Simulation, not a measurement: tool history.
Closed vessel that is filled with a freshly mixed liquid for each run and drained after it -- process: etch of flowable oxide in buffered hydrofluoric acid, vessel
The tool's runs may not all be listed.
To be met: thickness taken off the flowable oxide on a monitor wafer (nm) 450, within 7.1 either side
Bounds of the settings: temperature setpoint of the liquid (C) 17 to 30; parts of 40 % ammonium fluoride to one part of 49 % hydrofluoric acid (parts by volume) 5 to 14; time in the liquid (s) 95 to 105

run,hour,temperature setpoint of the liquid (C),parts of 40 % ammonium fluoride to one part of 49 % hydrofluoric acid (parts by volume),time in the liquid (s),thickness taken off the flowable oxide on a monitor wafer (nm)
1,0,22,8.5,95,556.23
2,3.5,21.5,8.5,95,542.87
3,7.2,21,8.5,95,528.9
4,8,24,8.5,95,623.16
5,14.1,24,8.5,95,622.19
6,20.5,23.5,8.5,95,611.06
7,25.5,23,8.5,95,589.27
# hour 28.6: hydrofluoric acid flow meter replaced
8,28.6,22.5,8.5,95,536.15
9,36.3,22,8.5,95,518.04

Of the 4 settings listed for the next run, only one would bring every result within its allowed miss of target. Which one?
A,44,21.5,10.5,100,?
B,44,20,7,100,?
C,44,19,8,95,?
D,44,23.5,8.5,100,?

move,thickness taken off the flowable oxide on a monitor wafer (nm)
A,445.3
B,602.58
C,468.46
D,592.71
A: every result within its allowed miss
B: lands further from the targets than the last run did
C: nearer the targets than the last run, but a result is still out of spec
D: lands further from the targets than the last run did
A meets every target.
